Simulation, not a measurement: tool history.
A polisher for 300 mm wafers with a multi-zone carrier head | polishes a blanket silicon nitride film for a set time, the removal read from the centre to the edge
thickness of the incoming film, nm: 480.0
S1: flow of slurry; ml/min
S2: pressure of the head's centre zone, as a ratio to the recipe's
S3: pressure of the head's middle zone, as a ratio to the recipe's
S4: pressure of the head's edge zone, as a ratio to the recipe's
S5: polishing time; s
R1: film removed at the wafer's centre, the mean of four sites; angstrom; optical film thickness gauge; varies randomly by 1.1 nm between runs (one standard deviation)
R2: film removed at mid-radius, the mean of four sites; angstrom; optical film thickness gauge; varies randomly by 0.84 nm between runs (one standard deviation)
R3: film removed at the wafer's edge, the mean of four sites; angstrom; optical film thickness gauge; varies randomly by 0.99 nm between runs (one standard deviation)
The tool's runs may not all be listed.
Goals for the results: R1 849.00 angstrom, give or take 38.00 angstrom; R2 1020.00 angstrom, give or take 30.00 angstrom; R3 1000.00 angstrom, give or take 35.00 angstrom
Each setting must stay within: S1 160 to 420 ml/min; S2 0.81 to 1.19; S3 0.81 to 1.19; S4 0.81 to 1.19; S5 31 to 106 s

| run | hour | S1 | S2 | S3 | S4 | S5 | R1 | R2 | R3 |
|---|---|---|---|---|---|---|---|---|---|
| 1 | 0.0 | 270 | 1.00 | 1.00 | 1.00 | 68 | 1718.10 | 1646.00 | 1726.10 |
| 2 | 8.6 | 265 | 0.98 | 1.00 | 0.99 | 64 | 1542.00 | 1539.90 | 1602.80 |
| 3 | 16.6 | 265 | 0.93 | 1.00 | 0.99 | 64 | 1505.50 | 1555.50 | 1606.20 |
| 4 | 24.3 | 265 | 0.97 | 1.00 | 0.99 | 64 | 1505.50 | 1549.40 | 1584.70 |
| 5 | 28.8 | 260 | 0.96 | 0.99 | 0.98 | 62 | 1462.40 | 1496.30 | 1563.20 |
| 6 | 35.0 | 230 | 0.96 | 0.99 | 0.98 | 62 | 1477.30 | 1478.40 | 1559.00 |
| 7 | 38.5 | 285 | 0.86 | 1.02 | 0.90 | 43 | 931.73 | 1054.10 | 1049.00 |
| 8 | 47.3 | 285 | 0.85 | 1.02 | 0.90 | 43 | 943.09 | 1076.80 | 1045.20 |
| 9 | 53.7 | 280 | 0.85 | 1.02 | 0.90 | 43 | 944.21 | 1072.10 | 1048.30 |
| 10 | 54.4 | 280 | 0.85 | 1.02 | 0.91 | 42 | 923.45 | 1032.70 | 1029.80 |
| 11 | 63.0 | 280 | 0.85 | 1.03 | 0.91 | 42 | 916.77 | 1058.20 | 1039.20 |

Exactly one of the 4 candidate moves below puts every result within its allowed miss. Which one?
| A | 71.6 | 290 | 0.82 | 1.05 | 0.95 | 40 | ? | ? | ? |
| B | 71.6 | 305 | 0.90 | 0.93 | 0.84 | 41 | ? | ? | ? |
| C | 71.6 | 255 | 0.83 | 0.96 | 1.00 | 45 | ? | ? | ? |
| D | 71.6 | 395 | 0.97 | 1.03 | 0.86 | 37 | ? | ? | ? |

| move | R1 | R2 | R3 |
|---|---|---|---|
| A | 846.84 | 1008.30 | 998.23 |
| B | 936.25 | 936.29 | 984.37 |
| C | 950.61 | 1041.20 | 1137.40 |
| D | 914.87 | 936.93 | 906.52 |
A: in spec on every target
B: moves away from the targets compared with the last run
C: moves away from the targets compared with the last run
D: moves away from the targets compared with the last run
Go with A: it meets all targets.

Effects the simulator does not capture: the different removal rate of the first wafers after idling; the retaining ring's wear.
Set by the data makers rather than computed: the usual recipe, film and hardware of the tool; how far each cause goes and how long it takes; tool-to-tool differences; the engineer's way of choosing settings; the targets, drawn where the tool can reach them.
